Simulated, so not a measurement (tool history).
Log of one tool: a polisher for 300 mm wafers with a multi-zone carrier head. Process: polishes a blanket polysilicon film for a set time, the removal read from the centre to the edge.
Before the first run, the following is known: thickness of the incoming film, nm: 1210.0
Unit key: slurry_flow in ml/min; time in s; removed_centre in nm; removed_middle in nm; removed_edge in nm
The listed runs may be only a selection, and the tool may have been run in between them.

run 1 hour=0 | slurry_flow=145 centre_zone=1 middle_zone=1 edge_zone=1 time=30 | removed_centre=215.67 removed_middle=223.58 removed_edge=226.83
run 2 hour=5.2 | slurry_flow=145 centre_zone=1 middle_zone=1.07 edge_zone=1 time=30 | removed_centre=216.5 removed_middle=234.7 removed_edge=223.17
run 3 hour=8.6 | slurry_flow=145 centre_zone=1.04 middle_zone=1.07 edge_zone=1 time=30 | removed_centre=222.69 removed_middle=233.61 removed_edge=227.29
run 4 hour=11.9 | slurry_flow=145 centre_zone=1.04 middle_zone=1.07 edge_zone=1 time=27 | removed_centre=203.46 removed_middle=212.6 removed_edge=203.15
run 5 hour=19 | slurry_flow=125 centre_zone=1.04 middle_zone=1.07 edge_zone=1 time=27 | removed_centre=192.77 removed_middle=205.77 removed_edge=195.2
run 6 hour=24.8 | slurry_flow=105 centre_zone=1.04 middle_zone=1.07 edge_zone=1 time=27 | removed_centre=184.05 removed_middle=196.28 removed_edge=196.36
run 7 hour=27.1 | slurry_flow=115 centre_zone=1.04 middle_zone=1.08 edge_zone=1.02 time=28 | removed_centre=194.59 removed_middle=210.66 removed_edge=208.09
run 8 hour=32.6 | slurry_flow=125 centre_zone=1.05 middle_zone=1.09 edge_zone=1.04 time=28 | removed_centre=200.46 removed_middle=216.32 removed_edge=215.18
run 9 hour=38.1 | slurry_flow=165 centre_zone=1.15 middle_zone=1.19 edge_zone=1.08 time=32 | removed_centre=260.05 removed_middle=281.26 removed_edge=248.85
run 10 hour=44.4 | slurry_flow=170 centre_zone=1.15 middle_zone=1.19 edge_zone=1.09 time=32 | removed_centre=259.17 removed_middle=277.69 removed_edge=251.32
run 11 hour=46.7 | slurry_flow=175 centre_zone=1.15 middle_zone=1.19 edge_zone=1.1 time=32 | removed_centre=262.14 removed_middle=286.17 removed_edge=253.02
run 12 hour=52.7 | slurry_flow=175 centre_zone=1.15 middle_zone=1.19 edge_zone=1.11 time=32 | removed_centre=262.53 removed_middle=282.79 removed_edge=256.77
run 13 hour=56.9 | slurry_flow=180 centre_zone=1.15 middle_zone=1.19 edge_zone=1.12 time=32 | removed_centre=265.64 removed_middle=281.28 removed_edge=255.58
-- hour=64.6 worn pad replaced by a new one
run 14 hour=64.6 | slurry_flow=195 centre_zone=1.13 middle_zone=1.19 edge_zone=1.14 time=33 | removed_centre=305.51 removed_middle=329.84 removed_edge=301.82
run 15 hour=65.7 | slurry_flow=190 centre_zone=1.13 middle_zone=1.19 edge_zone=1.14 time=33 | removed_centre=303.55 removed_middle=323.99 removed_edge=291.85
run 16 hour=70.7 | slurry_flow=185 centre_zone=1.13 middle_zone=1.19 edge_zone=1.14 time=33 | removed_centre=301.07 removed_middle=326.05 removed_edge=300.14
run 17 hour=77.9 | slurry_flow=180 centre_zone=1.13 middle_zone=1.19 edge_zone=1.14 time=33 | removed_centre=300.78 removed_middle=324.5 removed_edge=301.05
run 18 hour=80.6 | slurry_flow=170 centre_zone=1.15 middle_zone=1.19 edge_zone=1.12 time=33 | removed_centre=300.2 removed_middle=318.29 removed_edge=299.37

The next listed run, before its measurement:
run 19 hour=88.9 | slurry_flow=170 centre_zone=1.14 middle_zone=1.18 edge_zone=1.11 time=33 | removed_centre=? removed_middle=? removed_edge=?

{"run 19": {"removed_centre": 297.1, "removed_middle": 319.77, "removed_edge": 292.56}}
